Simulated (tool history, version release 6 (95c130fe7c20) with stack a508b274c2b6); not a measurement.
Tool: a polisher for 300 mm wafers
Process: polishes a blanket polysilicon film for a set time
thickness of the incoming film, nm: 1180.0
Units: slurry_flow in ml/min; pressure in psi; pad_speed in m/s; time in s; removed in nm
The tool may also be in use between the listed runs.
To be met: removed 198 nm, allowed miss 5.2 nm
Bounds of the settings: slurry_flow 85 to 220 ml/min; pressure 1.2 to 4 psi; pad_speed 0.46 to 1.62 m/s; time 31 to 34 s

run  hour  slurry_flow  pressure  pad_speed  time  removed
  1     0          140       2.6       1.04    34   229.08
  2   5.2          135       2.5       1.04    34    225.8
  3  10.6          135       2.4       1.04    34   218.06
  4  11.7          150       2.4       1.04    34   221.75
  5    15          140       2.3       1.04    34   215.53
  6  23.5          135       2.2       1.04    34   204.44
  7  31.2          130       2.2       1.04    34   204.49
  8  38.8          125       2.2       1.04    34   202.22

Which of these 4 next moves meets every target?
  A  46.4          120       2.3        1.1    32        ?
  B  46.4          140       1.8       1.18    34        ?
  C  46.4          130       2.2       1.08    34        ?
  D  46.4          155       2.2          1    33        ?

move  removed
   A   205.82
   B   207.04
   C   212.01
   D   196.88
A: further off than the last run
B: further off than the last run
C: further off than the last run
D: meets every target
The right move is D.
